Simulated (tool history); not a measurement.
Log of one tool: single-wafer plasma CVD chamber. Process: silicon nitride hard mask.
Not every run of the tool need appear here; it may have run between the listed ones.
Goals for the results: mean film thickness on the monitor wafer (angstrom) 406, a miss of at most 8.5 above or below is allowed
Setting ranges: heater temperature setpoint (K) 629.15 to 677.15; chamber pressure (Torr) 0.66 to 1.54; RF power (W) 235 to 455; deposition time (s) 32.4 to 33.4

run,hour,heater temperature setpoint (K),chamber pressure (Torr),RF power (W),deposition time (s),mean film thickness on the monitor wafer (angstrom)
1,0,653.15,1.1,345,32.4,339.48
2,2,653.15,1.15,350,32.4,347.21
3,6.7,653.15,1.15,385,32.4,370.32
4,13.6,653.15,1.19,385,32.4,374.11
5,15.2,653.15,1.19,350,32.4,352.13
# hour 16.4: RF generator calibrated
6,16.4,653.15,1.3,350,32.4,385.19
7,20.1,653.15,1.39,350,32.4,384.81
8,24,653.15,1.41,350,32.4,390.22

Which of these 5 next moves meets every target?
A,27.9,662.15,1.02,395,32.9,?
B,27.9,654.15,1.48,345,33.4,?
C,27.9,656.15,1.42,350,32.4,?
D,27.9,640.15,1.46,400,32.6,?
E,27.9,653.15,1.33,355,32.8,?

move,mean film thickness on the monitor wafer (angstrom)
A,383.47
B,402.18
C,388.71
D,431.61
E,389.95
A: further off than the last run
B: all results in spec
C: further off than the last run
D: carries the result that was furthest off beyond its target, to the other side
E: roughly where the last run was
Correct choice: B, which meets every target
